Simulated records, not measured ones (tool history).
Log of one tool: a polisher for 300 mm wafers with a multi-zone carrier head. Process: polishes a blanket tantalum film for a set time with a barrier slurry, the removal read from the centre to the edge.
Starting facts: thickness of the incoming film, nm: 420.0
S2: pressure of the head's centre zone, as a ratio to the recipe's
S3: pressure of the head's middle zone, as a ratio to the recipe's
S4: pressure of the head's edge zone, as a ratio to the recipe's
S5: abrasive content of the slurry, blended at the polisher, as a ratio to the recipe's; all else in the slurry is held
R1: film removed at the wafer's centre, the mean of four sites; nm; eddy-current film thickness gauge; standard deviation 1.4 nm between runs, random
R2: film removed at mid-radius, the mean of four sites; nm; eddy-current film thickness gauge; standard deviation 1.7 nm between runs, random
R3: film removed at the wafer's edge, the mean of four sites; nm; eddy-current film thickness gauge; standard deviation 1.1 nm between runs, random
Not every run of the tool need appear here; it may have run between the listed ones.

{"run": 1, "hour": 0.0, "flow of slurry (ml/min)": 125, "S2": 1.0, "S3": 1.0, "S4": 1.0, "S5": 1.0, "polishing time (s)": 74, "R1": 168.51, "R2": 171.8, "R3": 173.5}
{"run": 2, "hour": 5.1, "flow of slurry (ml/min)": 125, "S2": 1.01, "S3": 1.03, "S4": 0.95, "S5": 1.0, "polishing time (s)": 74, "R1": 168.12, "R2": 176.94, "R3": 170.53}
{"run": 3, "hour": 11.7, "flow of slurry (ml/min)": 125, "S2": 1.01, "S3": 0.96, "S4": 0.95, "S5": 1.0, "polishing time (s)": 74, "R1": 170.79, "R2": 169.76, "R3": 169.38}
{"run": 4, "hour": 18.8, "flow of slurry (ml/min)": 125, "S2": 1.01, "S3": 0.99, "S4": 0.95, "S5": 1.0, "polishing time (s)": 74, "R1": 169.89, "R2": 174.76, "R3": 170.41}
{"run": 5, "hour": 22.4, "flow of slurry (ml/min)": 135, "S2": 1.01, "S3": 0.99, "S4": 0.95, "S5": 1.0, "polishing time (s)": 74, "R1": 173.42, "R2": 177.29, "R3": 170.97}
{"run": 6, "hour": 23.2, "flow of slurry (ml/min)": 140, "S2": 1.02, "S3": 1.0, "S4": 0.91, "S5": 0.95, "polishing time (s)": 74, "R1": 174.81, "R2": 175.05, "R3": 165.4}

Run 7 is up next; what results do you expect?
{"run": 7, "hour": 29.2, "flow of slurry (ml/min)": 145, "S2": 1.02, "S3": 1.03, "S4": 0.88, "S5": 0.95, "polishing time (s)": 74, "R1": "?", "R2": "?", "R3": "?"}

Run 7 produced R1 174.12 nm, R2 178.74 nm, R3 161.52 nm.
